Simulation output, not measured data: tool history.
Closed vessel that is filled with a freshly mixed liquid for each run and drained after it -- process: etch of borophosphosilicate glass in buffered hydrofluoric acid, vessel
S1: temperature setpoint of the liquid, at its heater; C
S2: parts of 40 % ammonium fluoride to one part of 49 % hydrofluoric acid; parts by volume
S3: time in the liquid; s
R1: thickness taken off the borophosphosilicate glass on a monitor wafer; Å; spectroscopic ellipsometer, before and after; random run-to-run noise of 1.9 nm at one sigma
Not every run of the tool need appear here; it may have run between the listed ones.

| run | day | S1 | S2 | S3 | R1 |
|---|---|---|---|---|---|
| 1 | 0 | 21 | 10 | 85 | 1202.3 |
| 2 | 0.092 | 21 | 7.5 | 85 | 1561.3 |
| 3 | 0.312 | 22.5 | 7.5 | 85 | 1689.9 |
| 4 | 0.558 | 23.5 | 7.5 | 85 | 1791.7 |
| 5 | 0.7 | 20 | 7.5 | 85 | 1499 |
| 6 | 0.783 | 22 | 7.5 | 85 | 1643.1 |
| 7 | 1.025 | 23.5 | 7.5 | 85 | 1816.7 |

Run 8, settings as shown, results not yet in. Your forecast:
| 8 | 1.179 | 24.5 | 7.5 | 85 | ? |

{"run 8": {"R1": 1898.1}}
